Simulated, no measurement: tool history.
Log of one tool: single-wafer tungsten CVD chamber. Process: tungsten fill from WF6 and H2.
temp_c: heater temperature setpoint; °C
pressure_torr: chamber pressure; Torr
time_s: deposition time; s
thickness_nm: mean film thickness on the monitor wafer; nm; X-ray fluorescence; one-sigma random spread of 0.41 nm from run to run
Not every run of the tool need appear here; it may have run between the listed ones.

run	hour	temp_c	pressure_torr	time_s	thickness_nm
1	0	370	44	30.9	57.652
2	5.3	370	44	30.9	57.657
3	8.8	363	44	30.9	49.994
4	15.5	366	44.1	30.9	53.58
5	17	366	44.1	30.9	53.005
6	17.8	366	47.1	30.9	53.664
7	26.5	368	47.2	30.9	57.035

The next listed run, before its measurement:
8	27.3	368	47.2	30.9	?

{"run 8": {"thickness_nm": 56.384}}

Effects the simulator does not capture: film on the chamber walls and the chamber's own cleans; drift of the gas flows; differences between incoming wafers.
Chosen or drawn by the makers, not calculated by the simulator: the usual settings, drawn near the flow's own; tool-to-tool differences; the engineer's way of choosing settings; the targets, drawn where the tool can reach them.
